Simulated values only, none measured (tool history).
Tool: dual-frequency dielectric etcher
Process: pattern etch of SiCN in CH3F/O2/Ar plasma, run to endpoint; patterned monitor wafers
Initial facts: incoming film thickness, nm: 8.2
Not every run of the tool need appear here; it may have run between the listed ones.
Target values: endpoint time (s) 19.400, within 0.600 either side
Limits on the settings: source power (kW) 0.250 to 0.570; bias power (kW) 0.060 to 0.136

run	hour	source power (kW)	bias power (kW)	endpoint time (s)
1	0.0	0.410	0.098	22.738
2	4.2	0.410	0.084	24.305
3	10.5	0.360	0.084	24.925
4	14.6	0.320	0.084	26.281
5	18.6	0.320	0.071	28.028
6	21.6	0.320	0.060	29.624
7	25.4	0.400	0.079	25.015
8	30.2	0.420	0.083	24.276
9	38.6	0.430	0.087	23.609
10	42.6	0.440	0.090	22.942
# hour 49.6: source power generator calibrated
11	49.6	0.450	0.092	22.338
12	55.2	0.460	0.093	22.124
13	60.5	0.460	0.093	22.167

Below are 5 possible settings for the next run. Only one of them brings all results inside the allowed miss of their targets. Which is it?
A	65.8	0.470	0.103	?
B	65.8	0.510	0.103	?
C	65.8	0.470	0.121	?
D	65.8	0.550	0.094	?
E	65.8	0.460	0.106	?

move	endpoint time (s)
A	21.347
B	20.818
C	19.905
D	21.146
E	21.222
A: closer than the last run, but not yet in spec
B: closer than the last run, but not yet in spec
C: in spec on every target
D: closer than the last run, but not yet in spec
E: closer than the last run, but not yet in spec
C meets every target.

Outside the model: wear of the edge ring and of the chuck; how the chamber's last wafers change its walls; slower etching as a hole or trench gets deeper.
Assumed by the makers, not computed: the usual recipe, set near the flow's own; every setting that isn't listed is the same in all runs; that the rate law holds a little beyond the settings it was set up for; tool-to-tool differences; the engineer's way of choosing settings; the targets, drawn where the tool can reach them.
